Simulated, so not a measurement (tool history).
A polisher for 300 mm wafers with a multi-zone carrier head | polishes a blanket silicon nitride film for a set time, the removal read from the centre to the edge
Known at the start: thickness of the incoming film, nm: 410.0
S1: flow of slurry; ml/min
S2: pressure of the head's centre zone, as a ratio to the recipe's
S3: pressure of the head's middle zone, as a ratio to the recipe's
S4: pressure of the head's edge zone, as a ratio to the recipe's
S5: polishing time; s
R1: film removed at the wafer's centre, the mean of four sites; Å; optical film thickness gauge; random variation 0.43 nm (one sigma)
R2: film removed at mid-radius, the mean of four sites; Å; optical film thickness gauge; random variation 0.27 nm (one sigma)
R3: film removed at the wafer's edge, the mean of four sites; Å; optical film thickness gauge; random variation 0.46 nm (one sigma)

run,hour,S1,S2,S3,S4,S5,R1,R2,R3
1,0.0,285,1.00,1.00,1.00,35,380.21,372.69,371.03
2,6.9,280,0.98,0.99,1.04,35,365.72,371.64,371.28
3,12.0,280,1.03,0.99,1.04,35,388.00,373.84,367.87
4,17.1,280,0.99,0.96,1.05,36,380.80,375.66,387.35
5,25.0,280,0.99,0.96,1.02,36,375.70,378.22,376.07
6,33.5,280,0.99,0.96,0.95,36,380.35,373.27,362.44

Forecast run 7:
7,34.9,285,0.97,0.94,1.01,36,?,?,?

R1: 369.68 Å
R2: 365.72 Å
R3: 374.20 Å
